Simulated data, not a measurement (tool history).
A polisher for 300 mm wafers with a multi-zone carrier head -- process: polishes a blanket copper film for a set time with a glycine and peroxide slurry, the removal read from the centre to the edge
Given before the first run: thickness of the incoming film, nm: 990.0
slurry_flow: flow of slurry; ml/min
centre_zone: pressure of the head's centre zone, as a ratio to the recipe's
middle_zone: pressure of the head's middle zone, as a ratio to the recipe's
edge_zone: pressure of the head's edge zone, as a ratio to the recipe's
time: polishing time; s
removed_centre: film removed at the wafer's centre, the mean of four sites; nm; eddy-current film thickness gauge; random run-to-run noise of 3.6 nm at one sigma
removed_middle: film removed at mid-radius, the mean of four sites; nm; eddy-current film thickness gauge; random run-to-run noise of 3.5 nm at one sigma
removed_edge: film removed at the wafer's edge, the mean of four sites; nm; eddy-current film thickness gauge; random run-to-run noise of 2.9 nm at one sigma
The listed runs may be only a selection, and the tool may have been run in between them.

Run 1, hour 0: slurry_flow 250 ml/min, centre_zone 1, middle_zone 1, edge_zone 1, time 34 s. Result: removed_centre 219.76 nm, removed_middle 216.52 nm, removed_edge 218.4 nm.
Run 2, hour 3.1: slurry_flow 250 ml/min, centre_zone 1, middle_zone 1, edge_zone 1.04, time 34 s. Result: removed_centre 218.48 nm, removed_middle 217.53 nm, removed_edge 218.95 nm.
Run 3, hour 3.8: slurry_flow 250 ml/min, centre_zone 0.98, middle_zone 1, edge_zone 1.05, time 36 s. Result: removed_centre 226.78 nm, removed_middle 232.36 nm, removed_edge 235.71 nm.
Run 4, hour 10.7: slurry_flow 255 ml/min, centre_zone 0.98, middle_zone 1, edge_zone 1.07, time 37 s. Result: removed_centre 235.4 nm, removed_middle 233.12 nm, removed_edge 250.11 nm.
Run 5, hour 12.4: slurry_flow 255 ml/min, centre_zone 0.98, middle_zone 1, edge_zone 1.01, time 37 s. Result: removed_centre 235.96 nm, removed_middle 238.98 nm, removed_edge 243.57 nm.
Run 6, hour 21.1: slurry_flow 255 ml/min, centre_zone 1.03, middle_zone 1, edge_zone 1.01, time 37 s. Result: removed_centre 248.93 nm, removed_middle 242 nm, removed_edge 242.38 nm.

Run 7 comes next. What will it give?
Run 7, hour 24.2: slurry_flow 265 ml/min, centre_zone 1.01, middle_zone 1.01, edge_zone 1.03, time 38 s. Result: removed_centre ?, removed_middle ?, removed_edge ?.

{"run 7": {"removed_centre": 252.19, "removed_middle": 249.86, "removed_edge": 254.72}}
